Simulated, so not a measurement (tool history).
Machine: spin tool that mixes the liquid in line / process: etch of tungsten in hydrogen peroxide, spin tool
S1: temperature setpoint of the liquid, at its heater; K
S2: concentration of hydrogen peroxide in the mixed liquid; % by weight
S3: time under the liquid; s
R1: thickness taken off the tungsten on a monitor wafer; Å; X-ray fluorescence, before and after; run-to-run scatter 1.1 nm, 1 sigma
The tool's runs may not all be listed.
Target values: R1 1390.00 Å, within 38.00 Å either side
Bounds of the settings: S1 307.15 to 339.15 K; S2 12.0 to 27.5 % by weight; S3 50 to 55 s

| run | hour | S1 | S2 | S3 | R1 |
|---|---|---|---|---|---|
| 1 | 0.0 | 323.15 | 18.5 | 50 | 711.27 |
| 2 | 6.7 | 324.15 | 18.5 | 50 | 763.61 |
| 3 | 9.9 | 325.15 | 18.5 | 50 | 809.65 |
| 4 | 11.6 | 325.15 | 18.5 | 55 | 885.33 |
| 5 | 16.0 | 325.15 | 21.0 | 55 | 952.91 |
| 6 | 19.2 | 325.15 | 24.0 | 55 | 996.10 |
| 7 | 22.6 | 325.65 | 24.0 | 55 | 1036.70 |
| 8 | 24.9 | 331.15 | 24.0 | 55 | 1424.70 |
|  | 25.6 | peroxide flow meter replaced |
| 9 | 25.6 | 330.65 | 24.0 | 55 | 1457.10 |

Consider the 5 candidate settings below. Which is the only one whose results all fall within their allowed miss of target?
| A | 26.3 | 328.65 | 27.5 | 55 | ? |
| B | 26.3 | 334.15 | 20.5 | 55 | ? |
| C | 26.3 | 331.15 | 24.0 | 55 | ? |
| D | 26.3 | 333.15 | 26.0 | 50 | ? |
| E | 26.3 | 333.15 | 23.0 | 55 | ? |

| move | R1 |
|---|---|
| A | 1375.50 |
| B | 1634.90 |
| C | 1487.90 |
| D | 1580.50 |
| E | 1635.20 |
A: every result within its allowed miss
B: its largest miss is bigger than the last run's
C: its largest miss is bigger than the last run's
D: its largest miss is bigger than the last run's
E: its largest miss is bigger than the last run's
Move A is the one to make.
